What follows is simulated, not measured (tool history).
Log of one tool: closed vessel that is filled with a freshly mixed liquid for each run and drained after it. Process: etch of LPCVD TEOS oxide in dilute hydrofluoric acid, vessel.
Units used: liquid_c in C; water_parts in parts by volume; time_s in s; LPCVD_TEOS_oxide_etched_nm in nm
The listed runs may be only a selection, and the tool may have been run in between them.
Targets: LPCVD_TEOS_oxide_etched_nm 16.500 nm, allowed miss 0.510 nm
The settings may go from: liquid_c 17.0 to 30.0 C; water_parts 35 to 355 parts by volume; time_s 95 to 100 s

run  hour  liquid_c  water_parts  time_s  LPCVD_TEOS_oxide_etched_nm
  1   0.0      22.0          195      95                      21.617
  2   6.3      22.0          195     100                      22.821
  3   8.2      22.0          125     100                      38.873
  4  13.1      20.5          155     100                      28.372
  5  21.2      19.5          170     100                      24.211
  6  23.7      19.0          180     100                      22.424
     25.0  -- hydrofluoric acid flow meter replaced
  7  25.0      18.5          190     100                      22.384
  8  29.8      18.0          205     100                      19.842
  9  33.8      18.0          215     100                      19.236
 10  40.0      18.0          225     100                      17.882
 11  43.4      18.0          230     100                      17.286

Consider the 5 candidate settings below. Which is the only one whose results all fall within their allowed miss of target?
  A  46.8      18.5          220      95                           ?
  B  46.8      19.0          220      95                           ?
  C  46.8      17.0          215     100                           ?
  D  46.8      17.0          200      95                           ?
  E  46.8      17.5          225      95                           ?

move  LPCVD_TEOS_oxide_etched_nm
   A                      17.586
   B                      17.930
   C                      17.943
   D                      18.576
   E                      16.463
A: moves away from the targets compared with the last run
B: moves away from the targets compared with the last run
C: moves away from the targets compared with the last run
D: moves away from the targets compared with the last run
E: all results in spec
So the answer is move E, the one that meets all the targets.
